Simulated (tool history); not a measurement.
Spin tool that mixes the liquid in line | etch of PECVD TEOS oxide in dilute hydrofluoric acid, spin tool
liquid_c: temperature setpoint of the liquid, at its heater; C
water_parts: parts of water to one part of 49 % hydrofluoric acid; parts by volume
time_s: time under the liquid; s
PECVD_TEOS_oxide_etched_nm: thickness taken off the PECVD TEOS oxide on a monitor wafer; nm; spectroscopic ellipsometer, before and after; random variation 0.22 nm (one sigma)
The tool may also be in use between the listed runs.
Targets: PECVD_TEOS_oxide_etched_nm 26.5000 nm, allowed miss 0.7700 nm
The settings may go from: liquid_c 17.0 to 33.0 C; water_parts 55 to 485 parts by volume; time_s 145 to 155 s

run 1 hour=0.0 | liquid_c=25.0 water_parts=270 time_s=145 | PECVD_TEOS_oxide_etched_nm=10.0360
run 2 hour=4.8 | liquid_c=23.0 water_parts=270 time_s=145 | PECVD_TEOS_oxide_etched_nm=9.2011
run 3 hour=8.0 | liquid_c=24.0 water_parts=255 time_s=145 | PECVD_TEOS_oxide_etched_nm=10.3550
run 4 hour=13.2 | liquid_c=25.0 water_parts=240 time_s=145 | PECVD_TEOS_oxide_etched_nm=11.3920
run 5 hour=21.3 | liquid_c=26.0 water_parts=225 time_s=145 | PECVD_TEOS_oxide_etched_nm=12.9360
run 6 hour=22.1 | liquid_c=26.5 water_parts=215 time_s=145 | PECVD_TEOS_oxide_etched_nm=13.8940
run 7 hour=26.0 | liquid_c=27.0 water_parts=205 time_s=145 | PECVD_TEOS_oxide_etched_nm=15.2040
run 8 hour=34.8 | liquid_c=27.5 water_parts=200 time_s=145 | PECVD_TEOS_oxide_etched_nm=15.6990
run 9 hour=38.9 | liquid_c=28.0 water_parts=195 time_s=145 | PECVD_TEOS_oxide_etched_nm=16.4860
run 10 hour=47.0 | liquid_c=28.5 water_parts=190 time_s=145 | PECVD_TEOS_oxide_etched_nm=17.3830
run 11 hour=50.6 | liquid_c=29.0 water_parts=185 time_s=145 | PECVD_TEOS_oxide_etched_nm=18.2230
run 12 hour=56.7 | liquid_c=29.5 water_parts=180 time_s=145 | PECVD_TEOS_oxide_etched_nm=19.2930
run 13 hour=59.2 | liquid_c=29.5 water_parts=180 time_s=145 | PECVD_TEOS_oxide_etched_nm=19.5250
run 14 hour=60.7 | liquid_c=33.0 water_parts=130 time_s=145 | PECVD_TEOS_oxide_etched_nm=32.4410
run 15 hour=61.9 | liquid_c=32.5 water_parts=130 time_s=145 | PECVD_TEOS_oxide_etched_nm=31.5840

Which of these 4 next moves meets every target?
run A hour=63.1 | liquid_c=33.0 water_parts=155 time_s=155 | PECVD_TEOS_oxide_etched_nm=?
run B hour=63.1 | liquid_c=32.0 water_parts=145 time_s=150 | PECVD_TEOS_oxide_etched_nm=?
run C hour=63.1 | liquid_c=28.5 water_parts=135 time_s=155 | PECVD_TEOS_oxide_etched_nm=?
run D hour=63.1 | liquid_c=32.5 water_parts=150 time_s=145 | PECVD_TEOS_oxide_etched_nm=?

move=A PECVD_TEOS_oxide_etched_nm=28.0180
move=B PECVD_TEOS_oxide_etched_nm=28.3770
move=C PECVD_TEOS_oxide_etched_nm=28.1250
move=D PECVD_TEOS_oxide_etched_nm=26.8020
A: nearer than the last run, and not there yet
B: nearer than the last run, and not there yet
C: nearer than the last run, and not there yet
D: meets every target
The right move is D.
